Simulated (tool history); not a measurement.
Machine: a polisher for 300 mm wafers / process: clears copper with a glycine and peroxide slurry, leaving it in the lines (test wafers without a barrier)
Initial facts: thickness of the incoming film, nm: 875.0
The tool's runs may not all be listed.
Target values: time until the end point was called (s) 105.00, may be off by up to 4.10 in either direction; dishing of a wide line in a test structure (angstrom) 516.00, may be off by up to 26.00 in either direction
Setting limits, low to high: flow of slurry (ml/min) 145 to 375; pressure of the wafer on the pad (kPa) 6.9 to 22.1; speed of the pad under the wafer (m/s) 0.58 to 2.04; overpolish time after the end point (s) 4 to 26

run	hour	flow of slurry (ml/min)	pressure of the wafer on the pad (kPa)	speed of the pad under the wafer (m/s)	overpolish time after the end point (s)	time until the end point was called (s)	dishing of a wide line in a test structure (angstrom)
1	0.0	240	14.5	1.30	13	163.27	376.23
2	8.4	300	14.5	1.30	13	163.57	378.69
3	14.0	300	16.5	1.32	13	138.98	412.02
4	15.1	335	16.5	1.32	13	139.74	407.63
5	24.0	335	17.9	1.32	14	129.26	448.82
6	30.3	335	17.9	1.10	14	148.39	420.76
7	35.8	335	19.3	1.16	14	135.65	439.55
8	39.9	335	20.0	1.22	14	128.25	460.73
9	44.7	340	20.7	1.28	14	118.21	464.51
10	46.8	340	21.4	1.30	14	113.60	479.02
11	55.2	340	21.4	1.32	14	111.87	469.26
12	61.0	340	21.4	1.34	15	108.65	491.53

Pick the move, out of 5, that brings all results within their allowed miss; only one does.
A	66.8	265	20.7	1.52	18	?	?
B	66.8	345	22.1	1.20	21	?	?
C	66.8	345	21.4	1.24	15	?	?
D	66.8	315	20.7	1.32	15	?	?
E	66.8	375	20.7	1.40	13	?	?

move	time until the end point was called (s)	dishing of a wide line in a test structure (angstrom)
A	107.08	512.42
B	118.41	527.89
C	118.77	474.85
D	117.46	474.75
E	110.78	458.33
A: all results land within tolerance of their targets
B: meets the target for the result that was furthest off, but another lies outside its allowed miss
C: misses by more than the last run did
D: misses by more than the last run did
E: misses by more than the last run did
The right move is A.
